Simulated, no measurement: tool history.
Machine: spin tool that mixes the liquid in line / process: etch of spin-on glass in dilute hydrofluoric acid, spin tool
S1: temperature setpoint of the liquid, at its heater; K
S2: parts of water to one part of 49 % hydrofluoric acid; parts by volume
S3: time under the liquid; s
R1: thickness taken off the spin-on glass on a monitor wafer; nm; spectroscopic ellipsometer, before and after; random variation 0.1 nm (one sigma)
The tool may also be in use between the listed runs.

run 1 day=0.000 | S1=298.15 S2=45 S3=15 | R1=15.979
run 2 day=0.350 | S1=298.15 S2=60 S3=15 | R1=11.872
run 3 day=0.379 | S1=298.15 S2=60 S3=15 | R1=11.909
run 4 day=0.467 | S1=301.65 S2=60 S3=15 | R1=13.562
run 5 day=0.692 | S1=303.15 S2=60 S3=15 | R1=14.618
run 6 day=0.942 | S1=302.15 S2=60 S3=15 | R1=14.044

Forecast run 7:
run 7 day=1.288 | S1=301.15 S2=60 S3=15 | R1=?

{"run 7": {"R1": 13.332}}
